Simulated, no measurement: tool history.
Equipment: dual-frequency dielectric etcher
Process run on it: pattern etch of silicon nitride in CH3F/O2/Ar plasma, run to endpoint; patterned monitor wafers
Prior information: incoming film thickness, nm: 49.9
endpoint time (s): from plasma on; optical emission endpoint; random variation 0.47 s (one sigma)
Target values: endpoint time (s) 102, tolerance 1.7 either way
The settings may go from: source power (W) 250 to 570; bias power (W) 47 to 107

run	day	source power (W)	bias power (W)	endpoint time (s)
1	0	410	77	80.797
2	0.196	360	70	90.783
3	0.325	360	82	84.453
4	0.65	330	79	89.534
5	0.862	330	68	96.106
6	0.95	320	68	96.844
7	1.225	310	68	99.316
8	1.379	310	68	98.824

Which of these 5 next moves meets every target?
A	1.533	310	64	?
B	1.533	260	70	?
C	1.533	310	58	?
D	1.533	400	57	?
E	1.533	340	53	?

move	endpoint time (s)
A	101.21
B	106.51
C	106.06
D	93.98
E	105.54
A: hits every target within its allowed miss
B: moves the result that the last run missed by most past its target, out the other side
C: moves the result that the last run missed by most past its target, out the other side
D: lands further from the targets than the last run did
E: moves the result that the last run missed by most past its target, out the other side
A meets every target.
